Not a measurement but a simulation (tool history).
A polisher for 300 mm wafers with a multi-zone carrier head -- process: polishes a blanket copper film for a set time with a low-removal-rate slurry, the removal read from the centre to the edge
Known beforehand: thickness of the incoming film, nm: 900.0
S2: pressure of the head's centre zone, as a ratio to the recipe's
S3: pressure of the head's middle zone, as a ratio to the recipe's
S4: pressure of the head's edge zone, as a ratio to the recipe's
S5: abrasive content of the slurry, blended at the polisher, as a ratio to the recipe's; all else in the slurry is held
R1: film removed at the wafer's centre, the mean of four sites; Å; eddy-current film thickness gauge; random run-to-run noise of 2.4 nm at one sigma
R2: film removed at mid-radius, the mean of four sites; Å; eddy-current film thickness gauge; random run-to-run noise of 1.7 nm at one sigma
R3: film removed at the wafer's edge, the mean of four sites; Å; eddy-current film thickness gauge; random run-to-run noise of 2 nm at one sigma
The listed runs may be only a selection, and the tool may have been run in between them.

run 1 day=0 | flow_of_slurry_(ml/min)=285 S2=1 S3=1 S4=1 S5=1 polishing_time_(s)=74 | R1=2877.7 R2=2824.7 R3=2883.2
run 2 day=0.188 | flow_of_slurry_(ml/min)=285 S2=1 S3=1.05 S4=1 S5=1 polishing_time_(s)=74 | R1=2872.8 R2=2927.3 R3=2923.5
run 3 day=0.233 | flow_of_slurry_(ml/min)=280 S2=0.99 S3=1.03 S4=0.99 S5=0.95 polishing_time_(s)=70 | R1=2597.8 R2=2650.4 R3=2706.2
run 4 day=0.417 | flow_of_slurry_(ml/min)=280 S2=0.99 S3=0.95 S4=0.99 S5=0.95 polishing_time_(s)=70 | R1=2701.1 R2=2587.5 R3=2700.2
run 5 day=0.542 | flow_of_slurry_(ml/min)=280 S2=0.99 S3=0.95 S4=0.99 S5=0.95 polishing_time_(s)=64 | R1=2395.8 R2=2347.3 R3=2447.5
run 6 day=0.762 | flow_of_slurry_(ml/min)=280 S2=0.99 S3=0.95 S4=1.04 S5=0.95 polishing_time_(s)=64 | R1=2366.7 R2=2292.3 R3=2491.6
run 7 day=1.079 | flow_of_slurry_(ml/min)=275 S2=0.94 S3=0.9 S4=0.94 S5=0.7 polishing_time_(s)=43 | R1=1462.9 R2=1399.4 R3=1480.5

Run 8 is up next; what results do you expect?
run 8 day=1.258 | flow_of_slurry_(ml/min)=275 S2=0.94 S3=0.9 S4=0.94 S5=0.7 polishing_time_(s)=43 | R1=? R2=? R3=?

R1: 1449.7 Å
R2: 1407.9 Å
R3: 1508.8 Å
